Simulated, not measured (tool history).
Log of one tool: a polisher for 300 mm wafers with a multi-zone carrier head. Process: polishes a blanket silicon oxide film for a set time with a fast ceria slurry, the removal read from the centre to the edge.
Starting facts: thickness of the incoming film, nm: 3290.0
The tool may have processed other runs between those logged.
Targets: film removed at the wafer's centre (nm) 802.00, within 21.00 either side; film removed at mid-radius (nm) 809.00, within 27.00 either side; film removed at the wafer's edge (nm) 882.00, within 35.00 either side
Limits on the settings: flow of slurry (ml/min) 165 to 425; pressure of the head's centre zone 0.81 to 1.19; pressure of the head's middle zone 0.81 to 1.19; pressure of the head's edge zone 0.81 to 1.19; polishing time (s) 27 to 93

run  hour  flow of slurry (ml/min)  pressure of the head's centre zone  pressure of the head's middle zone  pressure of the head's edge zone  polishing time (s)  film removed at the wafer's centre (nm)  film removed at mid-radius (nm)  film removed at the wafer's edge (nm)
  1   0.0                      275                                1.00                                1.00                              1.00                  59                                  1398.40                          1342.50                                1418.50
  2   3.8                      275                                1.00                                1.00                              0.93                  59                                  1403.20                          1331.40                                1398.40
  3   4.7                      270                                0.97                                0.99                              0.92                  51                                  1173.10                          1143.10                                1172.00
  4   5.4                      260                                0.93                                0.95                              0.91                  48                                  1064.90                          1054.00                                1120.90
  5   6.0                      260                                1.01                                0.95                              0.91                  48                                  1137.80                          1059.80                                1123.50
  6  13.6                      260                                0.97                                0.95                              0.91                  48                                  1098.00                          1034.10                                1127.50
  7  17.1                      235                                0.87                                0.96                              0.82                  34                                   690.56                           734.18                                 752.78
  8  25.0                      265                                0.88                                0.95                              0.85                  34                                   706.67                           739.06                                 763.23
  9  30.8                      260                                0.90                                0.96                              0.90                  34                                   715.96                           747.71                                 781.59
     33.6  -- edge zone pressure recalibrated
 10  33.6                      255                                0.92                                0.96                              0.93                  35                                   756.50                           755.42                                 785.50
 11  36.7                      280                                0.91                                0.94                              0.91                  36                                   783.30                           796.36                                 803.04
 12  38.8                      300                                0.89                                0.91                              1.01                  39                                   828.17                           836.97                                 922.02
 13  42.1                      295                                0.89                                0.91                              1.00                  39                                   819.55                           841.42                                 907.96
 14  46.9                      290                                0.89                                0.91                              1.00                  39                                   829.71                           832.75                                 913.86
 15  51.4                      285                                0.89                                0.91                              0.99                  39                                   820.95                           837.84                                 915.19

Exercise: of the 4 proposed moves below, exactly one satisfies all targets within the stated allowed misses. Which move is it?
  A  55.9                      275                                0.89                                0.93                              0.94                  40                                        ?                                ?                                      ?
  B  55.9                      270                                0.84                                0.92                              1.00                  38                                        ?                                ?                                      ?
  C  55.9                      195                                0.90                                0.92                              0.97                  40                                        ?                                ?                                      ?
  D  55.9                      380                                1.00                                1.12                              0.96                  34                                        ?                                ?                                      ?

move  film removed at the wafer's centre (nm)  film removed at mid-radius (nm)  film removed at the wafer's edge (nm)
   A                                   848.44                           871.67                                 912.44
   B                                   758.48                           820.54                                 884.92
   C                                   811.70                           823.10                                 888.71
   D                                   840.77                           868.18                                 799.09
A: its largest miss is bigger than the last run's
B: puts the biggest miss on target and leaves a different result outside tolerance
C: in spec on every target
D: its largest miss is bigger than the last run's
The right move is C.

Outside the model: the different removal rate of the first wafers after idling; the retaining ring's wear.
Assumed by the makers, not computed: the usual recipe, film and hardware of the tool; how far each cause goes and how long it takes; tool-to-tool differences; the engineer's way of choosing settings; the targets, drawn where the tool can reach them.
